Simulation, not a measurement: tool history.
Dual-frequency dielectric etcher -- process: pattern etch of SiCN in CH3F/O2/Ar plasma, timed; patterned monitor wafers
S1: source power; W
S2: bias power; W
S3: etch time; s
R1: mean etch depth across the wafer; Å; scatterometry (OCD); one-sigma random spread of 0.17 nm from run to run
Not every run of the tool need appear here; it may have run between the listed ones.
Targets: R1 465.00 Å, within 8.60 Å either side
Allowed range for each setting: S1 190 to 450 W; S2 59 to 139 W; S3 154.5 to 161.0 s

{"run": 1, "hour": 0.0, "S1": 320, "S2": 99, "S3": 154.5, "R1": 595.4}
{"run": 2, "hour": 2.4, "S1": 320, "S2": 107, "S3": 154.5, "R1": 615.49}
{"run": 3, "hour": 7.5, "S1": 350, "S2": 107, "S3": 154.5, "R1": 638.7}
{"run": 4, "hour": 8.5, "S1": 290, "S2": 107, "S3": 154.5, "R1": 596.12}
{"run": 5, "hour": 11.8, "S1": 290, "S2": 107, "S3": 161.0, "R1": 622.53}
{"run": 6, "hour": 20.6, "S1": 270, "S2": 99, "S3": 160.5, "R1": 584.96}
{"run": 7, "hour": 21.3, "S1": 260, "S2": 94, "S3": 160.0, "R1": 565.34}
{"run": 8, "hour": 24.1, "S1": 250, "S2": 89, "S3": 159.5, "R1": 542.32}
{"run": 9, "hour": 29.8, "S1": 250, "S2": 89, "S3": 159.5, "R1": 543.45}
{"run": 10, "hour": 33.2, "S1": 240, "S2": 85, "S3": 159.0, "R1": 527.11}
{"run": 11, "hour": 39.8, "S1": 240, "S2": 85, "S3": 159.0, "R1": 521.76}
{"run": 12, "hour": 45.5, "S1": 230, "S2": 83, "S3": 159.0, "R1": 511.73}
{"run": 13, "hour": 51.8, "S1": 220, "S2": 81, "S3": 159.0, "R1": 497.86}
{"run": 14, "hour": 60.3, "S1": 220, "S2": 81, "S3": 159.0, "R1": 499.14}
{"run": 15, "hour": 64.6, "S1": 190, "S2": 70, "S3": 158.0, "R1": 445.62}

Which single option among these 4 for the next run brings every result within its allowed miss of target? Just one does.
{"run": "A", "hour": 68.9, "S1": 190, "S2": 82, "S3": 156.5, "R1": "?"}
{"run": "B", "hour": 68.9, "S1": 190, "S2": 84, "S3": 160.5, "R1": "?"}
{"run": "C", "hour": 68.9, "S1": 190, "S2": 74, "S3": 154.5, "R1": "?"}
{"run": "D", "hour": 68.9, "S1": 230, "S2": 64, "S3": 155.5, "R1": "?"}

move=A R1=467.40
move=B R1=483.92
move=C R1=443.28
move=D R1=451.90
A: every result lands within tolerance
B: takes the result that was furthest off past its target
C: further off than the last run
D: closes in on the targets versus the last run, not all within tolerance yet
Move A is the one to make.

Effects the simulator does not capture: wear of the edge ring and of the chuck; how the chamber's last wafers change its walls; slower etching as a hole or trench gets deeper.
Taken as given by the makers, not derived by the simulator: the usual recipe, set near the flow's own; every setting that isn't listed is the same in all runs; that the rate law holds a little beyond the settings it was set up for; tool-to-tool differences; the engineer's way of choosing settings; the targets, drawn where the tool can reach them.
